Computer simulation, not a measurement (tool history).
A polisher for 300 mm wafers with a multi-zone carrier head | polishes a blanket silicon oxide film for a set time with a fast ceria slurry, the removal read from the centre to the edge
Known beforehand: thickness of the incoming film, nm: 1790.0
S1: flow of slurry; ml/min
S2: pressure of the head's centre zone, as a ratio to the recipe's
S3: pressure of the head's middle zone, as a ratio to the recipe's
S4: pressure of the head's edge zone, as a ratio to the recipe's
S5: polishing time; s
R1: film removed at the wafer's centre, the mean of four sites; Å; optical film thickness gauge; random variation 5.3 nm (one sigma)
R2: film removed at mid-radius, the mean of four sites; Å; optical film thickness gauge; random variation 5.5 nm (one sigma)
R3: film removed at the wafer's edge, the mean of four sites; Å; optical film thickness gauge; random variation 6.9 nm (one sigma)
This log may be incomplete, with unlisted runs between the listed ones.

Run 1, hour 0.0: S1 310 ml/min, S2 1.00, S3 1.00, S4 1.00, S5 30 s. Result: R1 6646.0 Å, R2 6496.1 Å, R3 6510.6 Å.
Run 2, hour 4.9: S1 310 ml/min, S2 0.99, S3 0.98, S4 0.97, S5 29 s. Result: R1 6468.3 Å, R2 6078.6 Å, R3 6122.5 Å.
Run 3, hour 13.6: S1 310 ml/min, S2 0.99, S3 0.98, S4 0.89, S5 29 s. Result: R1 6480.4 Å, R2 6162.1 Å, R3 6027.3 Å.
Run 4, hour 17.0: S1 310 ml/min, S2 0.98, S3 0.97, S4 0.88, S5 28 s. Result: R1 6041.3 Å, R2 5846.2 Å, R3 5919.5 Å.
Run 5, hour 20.2: S1 285 ml/min, S2 0.98, S3 0.97, S4 0.88, S5 28 s. Result: R1 6129.5 Å, R2 5937.3 Å, R3 5809.9 Å.
Run 6, hour 21.7: S1 280 ml/min, S2 0.98, S3 0.96, S4 0.87, S5 28 s. Result: R1 6075.2 Å, R2 5878.0 Å, R3 5819.8 Å.
Run 7, hour 24.4: S1 280 ml/min, S2 0.98, S3 0.96, S4 0.87, S5 27 s. Result: R1 5828.1 Å, R2 5524.1 Å, R3 5632.9 Å.
Run 8, hour 29.4: S1 280 ml/min, S2 0.98, S3 0.96, S4 0.86, S5 27 s. Result: R1 5915.8 Å, R2 5491.3 Å, R3 5500.0 Å.
Run 9, hour 31.8: S1 275 ml/min, S2 0.97, S3 0.96, S4 0.85, S5 27 s. Result: R1 5875.7 Å, R2 5609.3 Å, R3 5538.1 Å.
Run 10, hour 37.2: S1 275 ml/min, S2 0.97, S3 0.96, S4 0.85, S5 27 s. Result: R1 5754.2 Å, R2 5504.9 Å, R3 5444.5 Å.
Run 11, hour 37.9: S1 270 ml/min, S2 0.97, S3 0.96, S4 0.85, S5 27 s. Result: R1 5687.2 Å, R2 5615.5 Å, R3 5697.0 Å.
Run 12, hour 46.6: S1 280 ml/min, S2 0.97, S3 0.96, S4 0.85, S5 27 s. Result: R1 5765.1 Å, R2 5522.4 Å, R3 5526.0 Å.

Run 13, settings as shown, results not yet in. Your forecast:
Run 13, hour 54.6: S1 280 ml/min, S2 0.97, S3 0.96, S4 0.84, S5 27 s. Result: R1 ?, R2 ?, R3 ?.

Run 13 produced R1 5917.9 Å, R2 5596.5 Å, R3 5610.5 Å.
